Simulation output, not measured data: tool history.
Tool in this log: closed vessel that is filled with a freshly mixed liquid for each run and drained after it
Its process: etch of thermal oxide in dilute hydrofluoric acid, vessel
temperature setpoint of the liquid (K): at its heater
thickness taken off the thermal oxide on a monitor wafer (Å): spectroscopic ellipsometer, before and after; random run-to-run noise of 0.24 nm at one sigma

| run | day | temperature setpoint of the liquid (K) | parts of water to one part of 49 % hydrofluoric acid (parts by volume) | time in the liquid (s) | thickness taken off the thermal oxide on a monitor wafer (Å) |
|---|---|---|---|---|---|
| 1 | 0.000 | 298.15 | 120 | 295 | 112.490 |
| 2 | 0.188 | 298.15 | 120 | 295 | 112.660 |
| 3 | 0.421 | 300.15 | 105 | 295 | 142.420 |
| 4 | 0.796 | 300.15 | 125 | 295 | 116.510 |
| 5 | 0.908 | 300.15 | 165 | 295 | 84.129 |
| 6 | 1.017 | 300.15 | 165 | 295 | 83.361 |
| 7 | 1.275 | 301.65 | 135 | 295 | 112.660 |

What will run 8 give?
| 8 | 1.383 | 305.65 | 85 | 295 | ? |

{"run 8": {"thickness taken off the thermal oxide on a monitor wafer (Å)": 223.29}}
